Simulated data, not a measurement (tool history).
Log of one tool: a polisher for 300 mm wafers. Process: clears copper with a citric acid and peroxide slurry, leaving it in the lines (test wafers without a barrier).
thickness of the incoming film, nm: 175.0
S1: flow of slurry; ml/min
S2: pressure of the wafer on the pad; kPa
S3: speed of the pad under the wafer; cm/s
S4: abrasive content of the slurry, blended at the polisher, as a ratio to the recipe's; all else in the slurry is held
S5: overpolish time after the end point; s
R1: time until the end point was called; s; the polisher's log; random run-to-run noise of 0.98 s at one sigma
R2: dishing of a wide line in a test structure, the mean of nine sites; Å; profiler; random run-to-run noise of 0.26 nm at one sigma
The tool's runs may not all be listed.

run  hour   S1    S2   S3   S4  S5      R1      R2
  1   0.0  255  14.5  130  1.0  13  87.646  202.48
  2   4.9  285  14.5  130  1.0  13  81.114  205.00
  3   6.3  315  15.2  130  1.0  12  79.460  205.65
  4   9.9  315  15.2  130  0.8  12  83.423  196.27
  5  12.1  315  12.4  130  0.8  12  97.658  165.66
  6  15.4  330  14.5  132  0.8  11  85.145  175.21

Expected results for the next run?
     18.9  -- slurry nozzle cleaned
  7  18.9  335  15.9  134  0.8  10   ?   ?

{"run 7": {"R1": 72.457, "R2": 181.84}}
